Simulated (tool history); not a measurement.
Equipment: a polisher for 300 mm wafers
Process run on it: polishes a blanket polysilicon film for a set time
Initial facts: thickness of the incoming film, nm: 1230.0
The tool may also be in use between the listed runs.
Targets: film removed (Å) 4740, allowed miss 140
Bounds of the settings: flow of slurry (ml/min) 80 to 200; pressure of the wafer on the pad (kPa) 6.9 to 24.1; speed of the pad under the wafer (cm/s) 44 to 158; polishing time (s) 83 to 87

| run | hour | flow of slurry (ml/min) | pressure of the wafer on the pad (kPa) | speed of the pad under the wafer (cm/s) | polishing time (s) | film removed (Å) |
|---|---|---|---|---|---|---|
| 1 | 0 | 130 | 15.2 | 100 | 83 | 5867.7 |
| 2 | 4.5 | 130 | 15.2 | 116 | 83 | 6447 |
| 3 | 11.4 | 130 | 15.2 | 116 | 83 | 6542.3 |
| 4 | 13.4 | 130 | 15.2 | 116 | 87 | 6804.7 |
| 5 | 21.9 | 125 | 13.8 | 116 | 87 | 6183 |
| 6 | 27.1 | 125 | 15.9 | 116 | 87 | 7087 |
| 7 | 35.4 | 115 | 14.5 | 116 | 87 | 6349.2 |
| 8 | 44.2 | 110 | 13.1 | 116 | 87 | 5691.1 |
| 9 | 50.4 | 105 | 12.4 | 116 | 87 | 5466.7 |
| 10 | 59.3 | 100 | 9.7 | 116 | 87 | 4211.3 |
| 11 | 65.4 | 110 | 9.7 | 116 | 87 | 4270.1 |
| 12 | 73.8 | 115 | 9.7 | 116 | 87 | 4318 |

5 candidate next runs follow, results not yet known. Just one meets every target within its allowed miss. Identify it.
| A | 82.2 | 105 | 10.3 | 116 | 87 | ? |
| B | 82.2 | 135 | 9.7 | 118 | 87 | ? |
| C | 82.2 | 120 | 9.7 | 128 | 84 | ? |
| D | 82.2 | 100 | 10.3 | 138 | 87 | ? |
| E | 82.2 | 80 | 13.1 | 98 | 86 | ? |

| move | film removed (Å) |
|---|---|
| A | 4573.5 |
| B | 4521.5 |
| C | 4537.8 |
| D | 5134.9 |
| E | 4802.4 |
A: nearer the targets than the last run, but a result is still out of spec
B: nearer the targets than the last run, but a result is still out of spec
C: nearer the targets than the last run, but a result is still out of spec
D: takes the result that was furthest off past its target
E: meets every target
E meets every target.
